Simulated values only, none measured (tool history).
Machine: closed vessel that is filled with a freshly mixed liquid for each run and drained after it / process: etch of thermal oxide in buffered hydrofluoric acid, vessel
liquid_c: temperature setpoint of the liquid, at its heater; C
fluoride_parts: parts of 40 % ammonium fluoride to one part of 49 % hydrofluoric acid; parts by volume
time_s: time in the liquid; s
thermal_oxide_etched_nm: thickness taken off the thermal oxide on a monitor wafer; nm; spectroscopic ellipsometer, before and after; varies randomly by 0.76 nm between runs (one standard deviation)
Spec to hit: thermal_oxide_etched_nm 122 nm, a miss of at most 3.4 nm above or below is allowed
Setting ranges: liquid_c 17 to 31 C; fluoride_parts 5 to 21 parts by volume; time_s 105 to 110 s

run,day,liquid_c,fluoride_parts,time_s,thermal_oxide_etched_nm
1,0,23,13,105,82.742
2,0.267,23,14.5,105,74.319
3,0.558,23,14.5,110,77.575
4,0.788,23,14.5,110,78.86
5,0.896,23,14.5,110,77.794
6,1.083,26.5,14.5,110,93.863
7,1.258,28,14.5,110,101.67
8,1.35,29,14.5,110,107.6
9,1.558,29.5,14.5,110,111
10,1.858,30,14.5,110,113.62

Exactly one of the 5 candidate moves below puts every result within its allowed miss. Which one?
A,2.158,31,13.5,105,?
B,2.158,31,15,110,?
C,2.158,29.5,13.5,105,?
D,2.158,29.5,14,110,?
E,2.158,28.5,13,110,?

move,thermal_oxide_etched_nm
A,121.55
B,114.86
C,112.35
D,113.59
E,115.84
A: meets every target
B: closes in on the targets versus the last run, not all within tolerance yet
C: lands further from the targets than the last run did
D: neither nearer nor further off than the last run
E: closes in on the targets versus the last run, not all within tolerance yet
The move that meets every target is A.

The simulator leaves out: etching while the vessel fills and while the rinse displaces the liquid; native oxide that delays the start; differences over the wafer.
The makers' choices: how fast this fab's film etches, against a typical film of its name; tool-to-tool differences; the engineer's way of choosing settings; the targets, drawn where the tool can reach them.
